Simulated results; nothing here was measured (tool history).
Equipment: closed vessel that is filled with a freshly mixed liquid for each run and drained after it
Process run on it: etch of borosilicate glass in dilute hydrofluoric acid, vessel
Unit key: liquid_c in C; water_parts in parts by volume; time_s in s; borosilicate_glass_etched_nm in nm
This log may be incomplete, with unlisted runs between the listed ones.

run,hour,liquid_c,water_parts,time_s,borosilicate_glass_etched_nm
1,0.0,25.0,100,30,9.2475
2,2.2,28.0,100,30,10.2990
3,3.2,29.5,80,30,14.0660
4,12.0,30.5,65,30,18.3890
5,17.7,27.5,65,30,16.5000
6,19.0,29.0,55,30,21.0900
7,21.9,29.0,55,30,20.8840
8,22.9,30.0,50,30,23.7390
9,27.0,30.5,45,30,27.5480
10,29.1,31.0,45,30,27.7610

Forecast run 11:
11,30.2,31.0,45,30,?

borosilicate_glass_etched_nm: 28.1540 nm
